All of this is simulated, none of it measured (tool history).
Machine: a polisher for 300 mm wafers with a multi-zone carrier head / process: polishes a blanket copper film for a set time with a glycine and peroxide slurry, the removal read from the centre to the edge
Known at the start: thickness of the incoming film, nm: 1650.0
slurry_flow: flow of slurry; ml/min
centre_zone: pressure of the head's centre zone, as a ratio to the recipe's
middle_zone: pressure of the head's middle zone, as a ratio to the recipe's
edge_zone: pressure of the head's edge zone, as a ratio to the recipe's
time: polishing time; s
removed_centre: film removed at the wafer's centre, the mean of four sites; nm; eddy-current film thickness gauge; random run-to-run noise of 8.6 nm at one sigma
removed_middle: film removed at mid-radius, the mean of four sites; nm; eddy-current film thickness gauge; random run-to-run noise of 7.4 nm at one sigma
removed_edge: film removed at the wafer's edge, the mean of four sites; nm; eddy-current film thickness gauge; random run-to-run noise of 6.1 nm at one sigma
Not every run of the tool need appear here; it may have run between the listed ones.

| run | hour | slurry_flow | centre_zone | middle_zone | edge_zone | time | removed_centre | removed_middle | removed_edge |
|---|---|---|---|---|---|---|---|---|---|
| 1 | 0 | 175 | 1 | 1 | 1 | 63 | 430.47 | 418.62 | 442.89 |
| 2 | 1.9 | 175 | 1 | 1 | 1 | 69 | 477.78 | 468.63 | 479.58 |
| 3 | 4.2 | 175 | 1 | 1 | 1.03 | 69 | 472.08 | 469.54 | 491.77 |
| 4 | 9.9 | 175 | 1 | 1 | 1.03 | 79 | 539.2 | 543.09 | 561.3 |
| 5 | 17 | 185 | 1.04 | 0.98 | 1.07 | 80 | 566.64 | 548.53 | 591.18 |
| 6 | 21.9 | 215 | 1.04 | 0.98 | 1.07 | 80 | 578.57 | 544.67 | 594.88 |

Run 7, settings as shown, results not yet in. Your forecast:
| 7 | 30 | 220 | 1.07 | 0.97 | 1.08 | 81 | ? | ? | ? |

{"run 7": {"removed_centre": 602.78, "removed_middle": 542.58, "removed_edge": 605.01}}

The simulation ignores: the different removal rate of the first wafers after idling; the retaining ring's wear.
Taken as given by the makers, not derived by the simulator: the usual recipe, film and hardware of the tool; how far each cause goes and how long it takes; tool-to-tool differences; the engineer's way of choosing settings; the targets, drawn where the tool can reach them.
